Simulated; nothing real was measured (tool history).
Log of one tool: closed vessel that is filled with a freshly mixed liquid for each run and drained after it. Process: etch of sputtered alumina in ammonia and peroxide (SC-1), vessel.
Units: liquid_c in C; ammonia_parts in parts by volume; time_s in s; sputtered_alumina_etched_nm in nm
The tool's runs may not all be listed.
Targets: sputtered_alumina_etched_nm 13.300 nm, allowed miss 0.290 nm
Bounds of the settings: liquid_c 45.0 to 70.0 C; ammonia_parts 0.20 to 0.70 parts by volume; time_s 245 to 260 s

Run 1, hour 0.0: liquid_c 61.0 C, ammonia_parts 0.40 parts by volume, time_s 245 s. Result: sputtered_alumina_etched_nm 23.774 nm.
Run 2, hour 1.7: liquid_c 55.5 C, ammonia_parts 0.40 parts by volume, time_s 245 s. Result: sputtered_alumina_etched_nm 17.832 nm.
Run 3, hour 6.5: liquid_c 55.5 C, ammonia_parts 0.25 parts by volume, time_s 245 s. Result: sputtered_alumina_etched_nm 17.290 nm.
Run 4, hour 15.9: liquid_c 54.0 C, ammonia_parts 0.25 parts by volume, time_s 245 s. Result: sputtered_alumina_etched_nm 15.748 nm.
Run 5, hour 18.3: liquid_c 53.0 C, ammonia_parts 0.25 parts by volume, time_s 245 s. Result: sputtered_alumina_etched_nm 14.957 nm.
Run 6, hour 22.8: liquid_c 52.5 C, ammonia_parts 0.25 parts by volume, time_s 245 s. Result: sputtered_alumina_etched_nm 14.515 nm.
Run 7, hour 30.0: liquid_c 52.0 C, ammonia_parts 0.25 parts by volume, time_s 245 s. Result: sputtered_alumina_etched_nm 14.147 nm.
Run 8, hour 33.5: liquid_c 51.5 C, ammonia_parts 0.25 parts by volume, time_s 245 s. Result: sputtered_alumina_etched_nm 13.711 nm.

Which of these 4 next moves meets every target?
Run A, hour 37.0: liquid_c 52.0 C, ammonia_parts 0.25 parts by volume, time_s 245 s. Result: sputtered_alumina_etched_nm ?.
Run B, hour 37.0: liquid_c 52.0 C, ammonia_parts 0.20 parts by volume, time_s 245 s. Result: sputtered_alumina_etched_nm ?.
Run C, hour 37.0: liquid_c 51.5 C, ammonia_parts 0.30 parts by volume, time_s 250 s. Result: sputtered_alumina_etched_nm ?.
Run D, hour 37.0: liquid_c 51.0 C, ammonia_parts 0.25 parts by volume, time_s 245 s. Result: sputtered_alumina_etched_nm ?.

move  sputtered_alumina_etched_nm
   A                       14.182
   B                       13.884
   C                       14.330
   D                       13.430
A: further off than the last run
B: further off than the last run
C: further off than the last run
D: meets every target
Move D is the one to make.
